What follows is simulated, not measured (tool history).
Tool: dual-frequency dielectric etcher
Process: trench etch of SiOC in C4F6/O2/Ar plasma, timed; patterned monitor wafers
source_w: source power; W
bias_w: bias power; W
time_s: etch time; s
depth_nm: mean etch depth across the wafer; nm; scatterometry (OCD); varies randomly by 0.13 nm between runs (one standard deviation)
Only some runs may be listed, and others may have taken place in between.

{"run": 1, "hour": 0.0, "source_w": 300, "bias_w": 222, "time_s": 17, "depth_nm": 31.005}
{"run": 2, "hour": 6.8, "source_w": 330, "bias_w": 222, "time_s": 17, "depth_nm": 32.144}
{"run": 3, "hour": 10.0, "source_w": 300, "bias_w": 222, "time_s": 17, "depth_nm": 31.079}
{"run": 4, "hour": 14.5, "source_w": 280, "bias_w": 205, "time_s": 17, "depth_nm": 29.358}
{"run": 5, "hour": 22.9, "source_w": 280, "bias_w": 166, "time_s": 17, "depth_nm": 27.987}
{"run": 6, "hour": 29.2, "source_w": 280, "bias_w": 194, "time_s": 17, "depth_nm": 28.977}

Run 7 has not been measured yet. What should we expect?
{"run": 7, "hour": 30.2, "source_w": 260, "bias_w": 183, "time_s": 17, "depth_nm": "?"}

depth_nm: 27.799 nm
